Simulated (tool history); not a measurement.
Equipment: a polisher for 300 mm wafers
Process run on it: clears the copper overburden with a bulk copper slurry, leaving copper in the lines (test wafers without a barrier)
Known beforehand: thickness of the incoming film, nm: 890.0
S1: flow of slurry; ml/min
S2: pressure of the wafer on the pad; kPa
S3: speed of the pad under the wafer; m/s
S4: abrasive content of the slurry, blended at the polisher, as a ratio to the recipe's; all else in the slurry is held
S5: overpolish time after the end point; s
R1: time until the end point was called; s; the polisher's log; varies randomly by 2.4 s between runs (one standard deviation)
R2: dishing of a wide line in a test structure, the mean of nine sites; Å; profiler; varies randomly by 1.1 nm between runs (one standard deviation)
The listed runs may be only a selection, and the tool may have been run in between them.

run  hour   S1    S2    S3  S4  S5      R1      R2
  1     0  260  16.5  1.32   1  26  88.685  1168.8
  2   1.3  320  16.5  1.32   1  26   86.76  1169.1
  3   3.1  320  13.8  1.12   1  23  119.82  906.65
  4   6.8  320  15.2  1.12   1  23  108.45  970.81
  5     9  315  13.1  0.98   1  22  140.87  787.58
  6  13.4  310  11.7  0.92   1  23  166.88   744.4
  7  19.6  295  10.3   0.9   1  22  191.87  633.74

Run 8 comes next. What will it give?
  8    22  270  9.7  0.9   1  23   ?   ?

For run 8 the tool returned R1 210.27 s, R2 613.45 Å.
